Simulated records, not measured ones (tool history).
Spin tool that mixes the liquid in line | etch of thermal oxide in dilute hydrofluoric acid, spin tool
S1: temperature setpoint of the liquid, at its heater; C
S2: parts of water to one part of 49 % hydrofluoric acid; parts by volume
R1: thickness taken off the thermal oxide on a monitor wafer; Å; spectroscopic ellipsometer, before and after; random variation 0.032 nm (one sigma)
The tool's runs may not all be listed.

run 1 hour=0 | S1=21 S2=210 time_under_the_liquid_(s)=275 | R1=49.175
run 2 hour=1.7 | S1=21 S2=210 time_under_the_liquid_(s)=295 | R1=53.661
run 3 hour=4.5 | S1=21 S2=150 time_under_the_liquid_(s)=295 | R1=78.405
run 4 hour=13.1 | S1=20.5 S2=170 time_under_the_liquid_(s)=295 | R1=67.227
run 5 hour=17 | S1=22.5 S2=170 time_under_the_liquid_(s)=295 | R1=73.294
run 6 hour=24.5 | S1=20.5 S2=170 time_under_the_liquid_(s)=295 | R1=67.233
run 7 hour=30.6 | S1=20 S2=185 time_under_the_liquid_(s)=295 | R1=59.236

Run 8 comes next. What will it give?
run 8 hour=34.9 | S1=19.5 S2=200 time_under_the_liquid_(s)=295 | R1=?

Run 8 gave R1 53.838 Å.
